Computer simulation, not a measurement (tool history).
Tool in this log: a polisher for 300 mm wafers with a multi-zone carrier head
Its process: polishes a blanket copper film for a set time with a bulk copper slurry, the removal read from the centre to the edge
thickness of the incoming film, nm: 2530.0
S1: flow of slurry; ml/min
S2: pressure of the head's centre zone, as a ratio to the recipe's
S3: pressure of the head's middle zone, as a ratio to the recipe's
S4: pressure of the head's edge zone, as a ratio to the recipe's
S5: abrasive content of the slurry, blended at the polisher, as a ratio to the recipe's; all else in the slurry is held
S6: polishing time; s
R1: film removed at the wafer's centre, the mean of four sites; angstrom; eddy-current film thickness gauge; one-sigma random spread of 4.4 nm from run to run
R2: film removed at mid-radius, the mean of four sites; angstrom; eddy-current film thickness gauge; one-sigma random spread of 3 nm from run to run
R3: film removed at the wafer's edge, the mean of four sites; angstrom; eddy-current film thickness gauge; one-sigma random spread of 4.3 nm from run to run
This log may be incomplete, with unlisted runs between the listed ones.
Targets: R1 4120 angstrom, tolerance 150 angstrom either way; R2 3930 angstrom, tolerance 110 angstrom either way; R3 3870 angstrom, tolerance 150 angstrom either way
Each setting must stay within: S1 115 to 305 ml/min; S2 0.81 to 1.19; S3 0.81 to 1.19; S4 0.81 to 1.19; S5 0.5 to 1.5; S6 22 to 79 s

{"run": 1, "day": 0.0, "S1": 195, "S2": 1, "S3": 1, "S4": 1, "S5": 1, "S6": 50, "R1": 5089.1, "R2": 5001.5, "R3": 4987}
{"run": 2, "day": 0.246, "S1": 165, "S2": 1, "S3": 1, "S4": 1, "S5": 1, "S6": 50, "R1": 4902.6, "R2": 4845.9, "R3": 4784.2}
{"run": 3, "day": 0.279, "S1": 165, "S2": 1, "S3": 1, "S4": 1, "S5": 1, "S6": 43, "R1": 4144.1, "R2": 4172.2, "R3": 4113.1}
{"run": 4, "day": 0.554, "S1": 165, "S2": 1, "S3": 1, "S4": 1.08, "S5": 1, "S6": 43, "R1": 4123.1, "R2": 4179, "R3": 4293.2}
{"run": 5, "day": 0.875, "S1": 160, "S2": 1.01, "S3": 1, "S4": 1.06, "S5": 1, "S6": 43, "R1": 4168, "R2": 4147.7, "R3": 4231.4}
{"run": 6, "day": 0.942, "S1": 155, "S2": 1.02, "S3": 1, "S4": 1.05, "S5": 1, "S6": 43, "R1": 4185.7, "R2": 4143.1, "R3": 4161}
{"run": 7, "day": 1.142, "S1": 150, "S2": 1.02, "S3": 1, "S4": 1.04, "S5": 1, "S6": 43, "R1": 4125.9, "R2": 4079.8, "R3": 4127.2}
{"run": 8, "day": 1.388, "S1": 145, "S2": 1.03, "S3": 1, "S4": 1.03, "S5": 1, "S6": 43, "R1": 4207.2, "R2": 4004.9, "R3": 3988.5}
{"run": 9, "day": 1.521, "S1": 125, "S2": 1.02, "S3": 1, "S4": 1.01, "S5": 1, "S6": 43, "R1": 4011.5, "R2": 3934.4, "R3": 3987}
{"run": 10, "day": 1.608, "S1": 125, "S2": 1.02, "S3": 1, "S4": 1, "S5": 1, "S6": 43, "R1": 3954.1, "R2": 3923.3, "R3": 3841.4}

5 next moves are on the table. One of them brings every result within its allowed miss. Which?
{"run": "A", "day": 1.696, "S1": 155, "S2": 0.92, "S3": 0.95, "S4": 0.94, "S5": 0.85, "S6": 45, "R1": "?", "R2": "?", "R3": "?"}
{"run": "B", "day": 1.696, "S1": 115, "S2": 0.96, "S3": 1.01, "S4": 1, "S5": 1, "S6": 43, "R1": "?", "R2": "?", "R3": "?"}
{"run": "C", "day": 1.696, "S1": 160, "S2": 1.04, "S3": 1, "S4": 0.99, "S5": 0.65, "S6": 45, "R1": "?", "R2": "?", "R3": "?"}
{"run": "D", "day": 1.696, "S1": 125, "S2": 0.93, "S3": 0.98, "S4": 0.98, "S5": 1.1, "S6": 44, "R1": "?", "R2": "?", "R3": "?"}
{"run": "E", "day": 1.696, "S1": 170, "S2": 0.97, "S3": 1.02, "S4": 0.89, "S5": 1.05, "S6": 39, "R1": "?", "R2": "?", "R3": "?"}

move=A R1=3824.5 R2=3982.8 R3=3992.9
move=B R1=3613.8 R2=3832.6 R3=3839.7
move=C R1=4134.1 R2=3965 R3=3891.5
move=D R1=3757.5 R2=3999 R3=4041.4
move=E R1=3732.4 R2=3900.7 R3=3574
A: lands further from the targets than the last run did
B: lands further from the targets than the last run did
C: in spec on every target
D: lands further from the targets than the last run did
E: lands further from the targets than the last run did
The right move is C.
